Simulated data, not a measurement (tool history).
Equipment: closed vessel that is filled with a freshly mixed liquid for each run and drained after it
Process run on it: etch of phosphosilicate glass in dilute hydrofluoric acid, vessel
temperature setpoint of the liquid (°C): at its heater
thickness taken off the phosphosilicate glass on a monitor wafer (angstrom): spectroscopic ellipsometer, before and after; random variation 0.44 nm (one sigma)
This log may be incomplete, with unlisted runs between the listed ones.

run	day	temperature setpoint of the liquid (°C)	parts of water to one part of 49 % hydrofluoric acid (parts by volume)	time in the liquid (s)	thickness taken off the phosphosilicate glass on a monitor wafer (angstrom)
1	0.000	25.0	195	90	252.64
2	0.342	25.0	165	90	299.71
3	0.650	26.5	160	90	333.88
4	0.762	26.5	160	100	370.05
5	0.896	28.0	160	100	394.08
6	1.162	28.0	205	100	289.32
# day 1.508: thermometer replaced
7	1.508	28.5	195	100	339.12

Run 8 is up next; what results do you expect?
8	1.854	29.5	190	100	?

For run 8 the tool returned thickness taken off the phosphosilicate glass on a monitor wafer (angstrom) 360.64.
